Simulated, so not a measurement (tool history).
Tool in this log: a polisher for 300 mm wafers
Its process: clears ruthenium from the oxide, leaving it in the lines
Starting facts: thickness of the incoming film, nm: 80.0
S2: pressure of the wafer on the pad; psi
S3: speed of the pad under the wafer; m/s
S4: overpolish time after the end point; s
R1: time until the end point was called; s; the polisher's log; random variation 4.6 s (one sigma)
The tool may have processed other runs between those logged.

{"run": 1, "hour": 0.0, "flow of slurry (ml/min)": 235, "S2": 1.4, "S3": 0.9, "S4": 21, "R1": 135.98}
{"run": 2, "hour": 4.3, "flow of slurry (ml/min)": 235, "S2": 1.4, "S3": 1.06, "S4": 21, "R1": 121.9}
{"run": 3, "hour": 11.9, "flow of slurry (ml/min)": 235, "S2": 1.3, "S3": 1.02, "S4": 21, "R1": 131.7}
{"run": 4, "hour": 12.6, "flow of slurry (ml/min)": 235, "S2": 1.3, "S3": 1.1, "S4": 21, "R1": 124.95}
{"run": 5, "hour": 19.3, "flow of slurry (ml/min)": 235, "S2": 1.2, "S3": 1.04, "S4": 21, "R1": 140.81}
{"run": 6, "hour": 21.9, "flow of slurry (ml/min)": 235, "S2": 1.1, "S3": 1.0, "S4": 21, "R1": 157.27}

Run 7 comes next. What will it give?
{"run": 7, "hour": 25.4, "flow of slurry (ml/min)": 235, "S2": 1.0, "S3": 0.98, "S4": 21, "R1": "?"}

{"run 7": {"R1": 172.33}}
